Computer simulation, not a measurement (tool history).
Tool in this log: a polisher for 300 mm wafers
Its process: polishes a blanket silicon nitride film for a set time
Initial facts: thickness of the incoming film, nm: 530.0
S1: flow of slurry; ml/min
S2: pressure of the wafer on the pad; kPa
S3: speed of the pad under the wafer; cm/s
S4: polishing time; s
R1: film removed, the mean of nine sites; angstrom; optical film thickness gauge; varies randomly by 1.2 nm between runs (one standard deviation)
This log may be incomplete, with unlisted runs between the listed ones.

run	hour	S1	S2	S3	S4	R1
1	0	200	26.9	100	110	1935.4
2	5.7	200	21.4	100	110	1562
3	12.6	200	24.8	100	110	1789.7
4	18.5	200	28.3	100	110	1983.4
5	20.6	220	28.3	100	110	2019.6
6	21.5	175	28.3	100	110	1957.9
7	25.9	170	26.9	100	110	1875.2
8	28.7	165	26.2	100	110	1814.4
9	33.5	160	25.5	100	110	1776.9
10	36.3	160	24.8	100	110	1708.9
11	44.5	155	24.8	100	110	1710.3

Predict the results of run 12:
12	51.6	150	24.8	100	110	?

R1: 1721.9 angstrom
